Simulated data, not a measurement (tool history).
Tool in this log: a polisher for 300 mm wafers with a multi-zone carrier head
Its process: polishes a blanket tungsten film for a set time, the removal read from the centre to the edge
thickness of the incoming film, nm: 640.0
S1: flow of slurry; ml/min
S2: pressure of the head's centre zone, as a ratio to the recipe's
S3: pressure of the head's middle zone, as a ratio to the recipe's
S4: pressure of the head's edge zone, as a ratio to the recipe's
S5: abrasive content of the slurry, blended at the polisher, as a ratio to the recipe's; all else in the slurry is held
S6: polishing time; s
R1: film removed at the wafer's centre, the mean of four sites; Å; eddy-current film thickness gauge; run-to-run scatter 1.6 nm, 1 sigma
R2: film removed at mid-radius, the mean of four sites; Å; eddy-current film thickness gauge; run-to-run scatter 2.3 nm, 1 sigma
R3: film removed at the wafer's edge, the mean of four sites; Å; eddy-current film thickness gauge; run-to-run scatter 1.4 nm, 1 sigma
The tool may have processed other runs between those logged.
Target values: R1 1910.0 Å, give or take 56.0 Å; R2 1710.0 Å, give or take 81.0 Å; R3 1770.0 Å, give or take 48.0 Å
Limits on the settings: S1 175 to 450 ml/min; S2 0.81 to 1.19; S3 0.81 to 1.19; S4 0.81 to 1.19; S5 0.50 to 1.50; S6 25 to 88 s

run 1 day=0.000 | S1=290 S2=1.00 S3=1.00 S4=1.00 S5=1.00 S6=56 | R1=2162.9 R2=2091.1 R3=2191.9
run 2 day=0.271 | S1=290 S2=1.00 S3=1.00 S4=1.00 S5=1.20 S6=56 | R1=2276.6 R2=2157.6 R3=2300.3
run 3 day=0.492 | S1=290 S2=1.00 S3=0.92 S4=1.00 S5=1.20 S6=56 | R1=2280.9 R2=2017.8 R3=2308.1
run 4 day=0.583 | S1=290 S2=1.00 S3=0.92 S4=0.94 S5=1.20 S6=56 | R1=2269.4 R2=2034.3 R3=2211.7
run 5 day=0.617 | S1=315 S2=1.00 S3=0.92 S4=0.94 S5=1.20 S6=56 | R1=2281.4 R2=2043.9 R3=2272.2
run 6 day=0.667 | S1=315 S2=1.00 S3=0.92 S4=0.98 S5=1.20 S6=56 | R1=2280.6 R2=2080.3 R3=2271.7
run 7 day=0.892 | S1=325 S2=1.07 S3=0.99 S4=0.95 S5=0.95 S6=50 | R1=2071.9 R2=1880.4 R3=1912.9
run 8 day=0.917 | S1=320 S2=1.07 S3=0.98 S4=0.94 S5=0.95 S6=50 | R1=2087.7 R2=1825.3 R3=1866.6
run 9 day=1.108 | S1=315 S2=1.06 S3=0.98 S4=0.94 S5=0.95 S6=50 | R1=2048.3 R2=1796.1 R3=1906.6
run 10 day=1.312 | S1=315 S2=1.06 S3=0.98 S4=0.93 S5=0.95 S6=50 | R1=2042.5 R2=1851.3 R3=1886.0
run 11 day=1.388 | S1=310 S2=1.06 S3=0.97 S4=0.92 S5=0.95 S6=50 | R1=2036.6 R2=1843.2 R3=1880.7
run 12 day=1.483 | S1=310 S2=1.06 S3=0.96 S4=0.91 S5=0.95 S6=50 | R1=2031.0 R2=1843.4 R3=1894.5
run 13 day=1.621 | S1=310 S2=1.07 S3=0.95 S4=0.91 S5=0.85 S6=49 | R1=1952.3 R2=1704.1 R3=1808.6

Exercise: of the 5 proposed moves below, exactly one satisfies all targets within the stated allowed misses. Which move is it?
run A day=1.758 | S1=420 S2=1.06 S3=0.96 S4=0.95 S5=0.70 S6=49 | R1=? R2=? R3=?
run B day=1.758 | S1=280 S2=1.11 S3=0.92 S4=0.87 S5=0.85 S6=49 | R1=? R2=? R3=?
run C day=1.758 | S1=305 S2=1.04 S3=0.99 S4=0.94 S5=1.00 S6=45 | R1=? R2=? R3=?
run D day=1.758 | S1=240 S2=1.02 S3=0.87 S4=0.88 S5=1.10 S6=52 | R1=? R2=? R3=?
run E day=1.758 | S1=240 S2=1.07 S3=0.87 S4=0.81 S5=0.95 S6=52 | R1=? R2=? R3=?

move=A R1=1939.1 R2=1700.9 R3=1786.0
move=B R1=2030.8 R2=1648.4 R3=1737.8
move=C R1=1829.2 R2=1682.9 R3=1723.9
move=D R1=2049.1 R2=1735.1 R3=1934.6
move=E R1=2081.6 R2=1679.4 R3=1805.0
A: every result lands within tolerance
B: the furthest-off result lands on target, but another misses its tolerance
C: the furthest-off result lands on target, but another misses its tolerance
D: lands further from the targets than the last run did
E: the furthest-off result lands on target, but another misses its tolerance
The move that meets every target is A.

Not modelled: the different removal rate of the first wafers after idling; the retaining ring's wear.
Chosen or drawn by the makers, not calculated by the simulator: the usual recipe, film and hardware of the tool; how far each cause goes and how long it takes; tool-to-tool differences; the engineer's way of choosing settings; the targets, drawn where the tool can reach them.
